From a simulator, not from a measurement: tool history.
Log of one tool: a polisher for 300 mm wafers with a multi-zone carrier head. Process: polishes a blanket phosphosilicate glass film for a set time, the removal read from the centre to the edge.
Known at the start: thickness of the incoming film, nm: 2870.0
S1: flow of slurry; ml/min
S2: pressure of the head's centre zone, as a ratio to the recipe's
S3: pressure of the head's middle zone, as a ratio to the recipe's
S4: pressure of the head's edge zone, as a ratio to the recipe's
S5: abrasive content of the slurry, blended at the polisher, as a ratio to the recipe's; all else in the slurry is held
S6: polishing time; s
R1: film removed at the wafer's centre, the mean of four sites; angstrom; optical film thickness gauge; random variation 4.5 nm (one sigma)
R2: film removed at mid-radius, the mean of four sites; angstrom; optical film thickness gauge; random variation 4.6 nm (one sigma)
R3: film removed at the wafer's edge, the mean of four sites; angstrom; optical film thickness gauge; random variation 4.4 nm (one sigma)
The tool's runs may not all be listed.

run 1 hour=0 | S1=170 S2=1 S3=1 S4=1 S5=1 S6=43 | R1=5633 R2=5599.7 R3=5466.4
run 2 hour=1.1 | S1=170 S2=1 S3=1 S4=1 S5=0.8 S6=43 | R1=5010 R2=4804 R3=4751.7
run 3 hour=8.6 | S1=165 S2=0.98 S3=0.98 S4=0.99 S5=0.75 S6=43 | R1=4678.4 R2=4625 R3=4385.1
run 4 hour=16.2 | S1=145 S2=0.98 S3=0.98 S4=0.99 S5=0.75 S6=43 | R1=4448.7 R2=4311.2 R3=4287.5
run 5 hour=24.1 | S1=135 S2=0.97 S3=0.96 S4=0.99 S5=0.75 S6=43 | R1=4302.3 R2=4329.4 R3=4303.3
run 6 hour=29.5 | S1=170 S2=0.97 S3=0.96 S4=0.99 S5=0.75 S6=43 | R1=4541.2 R2=4484.7 R3=4363
run 7 hour=34.9 | S1=160 S2=0.96 S3=0.93 S4=0.99 S5=0.75 S6=43 | R1=4523.5 R2=4291.1 R3=4458.3
run 8 hour=37.7 | S1=150 S2=0.95 S3=0.92 S4=0.97 S5=0.75 S6=43 | R1=4328.4 R2=4351.8 R3=4328.5
run 9 hour=39.1 | S1=145 S2=0.95 S3=0.91 S4=0.97 S5=0.7 S6=43 | R1=4044.5 R2=4002.8 R3=3984.9
run 10 hour=46.8 | S1=140 S2=0.95 S3=0.9 S4=0.97 S5=0.7 S6=43 | R1=4008.1 R2=3942.9 R3=3960.8
run 11 hour=55.3 | S1=140 S2=0.95 S3=0.9 S4=0.97 S5=0.7 S6=43 | R1=4018.8 R2=3847.2 R3=4056.2
run 12 hour=59.9 | S1=135 S2=0.95 S3=0.9 S4=0.96 S5=0.7 S6=43 | R1=3957.8 R2=3887 R3=3930.4
run 13 hour=67.5 | S1=130 S2=0.95 S3=0.89 S4=0.96 S5=0.7 S6=43 | R1=3947.3 R2=3793.2 R3=3898.8

Run 14 comes next. What will it give?
run 14 hour=69.3 | S1=125 S2=0.95 S3=0.88 S4=0.96 S5=0.7 S6=43 | R1=? R2=? R3=?

Run 14 gave R1 3940.6 angstrom, R2 3764.6 angstrom, R3 3904.6 angstrom.

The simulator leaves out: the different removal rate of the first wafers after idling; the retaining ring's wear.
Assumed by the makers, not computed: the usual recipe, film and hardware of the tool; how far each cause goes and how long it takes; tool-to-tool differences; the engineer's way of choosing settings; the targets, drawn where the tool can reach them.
